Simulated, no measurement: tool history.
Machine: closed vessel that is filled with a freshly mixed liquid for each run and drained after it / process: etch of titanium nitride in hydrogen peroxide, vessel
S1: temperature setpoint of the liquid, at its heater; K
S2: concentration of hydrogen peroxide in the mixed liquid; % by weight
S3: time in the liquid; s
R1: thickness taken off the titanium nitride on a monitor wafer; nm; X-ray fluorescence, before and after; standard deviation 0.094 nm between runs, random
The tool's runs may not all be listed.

Run 1, hour 0.0: S1 319.15 K, S2 16.5 % by weight, S3 1690 s. Result: R1 32.461 nm.
Run 2, hour 5.0: S1 319.15 K, S2 16.5 % by weight, S3 1820 s. Result: R1 34.894 nm.
Run 3, hour 11.6: S1 315.15 K, S2 16.5 % by weight, S3 1820 s. Result: R1 25.855 nm.
Run 4, hour 18.5: S1 310.15 K, S2 16.5 % by weight, S3 1820 s. Result: R1 17.623 nm.
Run 5, hour 25.1: S1 314.65 K, S2 16.5 % by weight, S3 1820 s. Result: R1 24.859 nm.
Run 6, hour 31.8: S1 314.65 K, S2 14.0 % by weight, S3 1820 s. Result: R1 24.028 nm.

Forecast run 7:
Run 7, hour 36.3: S1 306.65 K, S2 14.0 % by weight, S3 1820 s. Result: R1 ?.

Run 7 yielded R1 12.855 nm.
